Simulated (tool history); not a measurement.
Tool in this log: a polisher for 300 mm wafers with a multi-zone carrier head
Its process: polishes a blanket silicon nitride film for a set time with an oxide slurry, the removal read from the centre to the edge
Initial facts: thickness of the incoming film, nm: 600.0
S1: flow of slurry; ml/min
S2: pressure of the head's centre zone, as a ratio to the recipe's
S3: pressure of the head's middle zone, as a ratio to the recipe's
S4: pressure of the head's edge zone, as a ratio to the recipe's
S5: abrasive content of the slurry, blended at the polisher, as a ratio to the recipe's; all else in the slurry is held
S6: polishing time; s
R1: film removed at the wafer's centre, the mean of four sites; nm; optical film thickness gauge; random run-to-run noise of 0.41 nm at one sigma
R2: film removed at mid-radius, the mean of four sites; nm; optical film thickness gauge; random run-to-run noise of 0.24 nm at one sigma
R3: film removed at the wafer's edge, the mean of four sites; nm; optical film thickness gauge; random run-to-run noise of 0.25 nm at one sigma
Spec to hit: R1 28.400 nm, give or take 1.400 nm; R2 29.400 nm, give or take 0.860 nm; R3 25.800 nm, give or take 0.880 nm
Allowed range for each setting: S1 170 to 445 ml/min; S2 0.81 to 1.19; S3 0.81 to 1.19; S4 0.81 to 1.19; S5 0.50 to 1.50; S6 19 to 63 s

{"run": 1, "hour": 0.0, "S1": 285, "S2": 1.0, "S3": 1.0, "S4": 1.0, "S5": 1.0, "S6": 41, "R1": 42.59, "R2": 41.942, "R3": 42.627}
{"run": 2, "hour": 5.7, "S1": 285, "S2": 1.0, "S3": 1.0, "S4": 1.0, "S5": 1.0, "S6": 51, "R1": 51.364, "R2": 51.6, "R3": 52.782}
{"run": 3, "hour": 9.6, "S1": 290, "S2": 1.0, "S3": 1.02, "S4": 0.95, "S5": 0.85, "S6": 45, "R1": 44.514, "R2": 43.867, "R3": 42.149}
{"run": 4, "hour": 12.5, "S1": 290, "S2": 0.97, "S3": 1.02, "S4": 0.92, "S5": 0.75, "S6": 41, "R1": 37.677, "R2": 38.398, "R3": 36.355}
{"run": 5, "hour": 15.4, "S1": 290, "S2": 0.97, "S3": 1.09, "S4": 0.92, "S5": 0.75, "S6": 41, "R1": 37.678, "R2": 40.736, "R3": 36.483}
{"run": 6, "hour": 24.1, "S1": 290, "S2": 0.97, "S3": 1.08, "S4": 0.9, "S5": 0.65, "S6": 38, "R1": 32.774, "R2": 35.152, "R3": 31.818}
{"run": 7, "hour": 25.5, "S1": 285, "S2": 0.98, "S3": 1.08, "S4": 0.87, "S5": 0.6, "S6": 37, "R1": 31.629, "R2": 33.837, "R3": 29.539}
{"run": 8, "hour": 28.6, "S1": 285, "S2": 0.98, "S3": 1.08, "S4": 0.87, "S5": 0.6, "S6": 37, "R1": 31.215, "R2": 33.539, "R3": 29.451}
{"run": 9, "hour": 33.7, "S1": 275, "S2": 0.98, "S3": 1.06, "S4": 0.85, "S5": 0.55, "S6": 37, "R1": 30.258, "R2": 32.67, "R3": 28.498}
{"run": 10, "hour": 40.1, "S1": 270, "S2": 0.99, "S3": 1.04, "S4": 0.84, "S5": 0.55, "S6": 36, "R1": 29.847, "R2": 30.513, "R3": 27.783}
{"run": 11, "hour": 47.7, "S1": 265, "S2": 0.99, "S3": 1.05, "S4": 0.83, "S5": 0.55, "S6": 36, "R1": 29.647, "R2": 30.345, "R3": 27.447}

Which of these 5 next moves meets every target?
{"run": "A", "hour": 55.3, "S1": 320, "S2": 0.92, "S3": 0.94, "S4": 0.82, "S5": 0.5, "S6": 38, "R1": "?", "R2": "?", "R3": "?"}
{"run": "B", "hour": 55.3, "S1": 255, "S2": 1.03, "S3": 1.09, "S4": 0.81, "S5": 0.5, "S6": 34, "R1": "?", "R2": "?", "R3": "?"}
{"run": "C", "hour": 55.3, "S1": 205, "S2": 0.92, "S3": 1.07, "S4": 0.82, "S5": 0.5, "S6": 40, "R1": "?", "R2": "?", "R3": "?"}
{"run": "D", "hour": 55.3, "S1": 175, "S2": 1.01, "S3": 1.06, "S4": 0.81, "S5": 0.5, "S6": 37, "R1": "?", "R2": "?", "R3": "?"}
{"run": "E", "hour": 55.3, "S1": 280, "S2": 0.99, "S3": 1.14, "S4": 0.81, "S5": 0.6, "S6": 34, "R1": "?", "R2": "?", "R3": "?"}

move=A R1=28.718 R2=28.876 R3=27.947
move=B R1=27.594 R2=28.713 R3=24.463
move=C R1=28.930 R2=32.569 R3=28.487
move=D R1=28.313 R2=29.373 R3=25.886
move=E R1=28.779 R2=32.109 R3=26.248
A: further off than the last run
B: the result that was furthest off in the last run now lies on the other side of its target
C: further off than the last run
D: hits every target within its allowed miss
E: meets the target for the result that was furthest off, but another lies outside its allowed miss
So the answer is move D, the one that meets all the targets.

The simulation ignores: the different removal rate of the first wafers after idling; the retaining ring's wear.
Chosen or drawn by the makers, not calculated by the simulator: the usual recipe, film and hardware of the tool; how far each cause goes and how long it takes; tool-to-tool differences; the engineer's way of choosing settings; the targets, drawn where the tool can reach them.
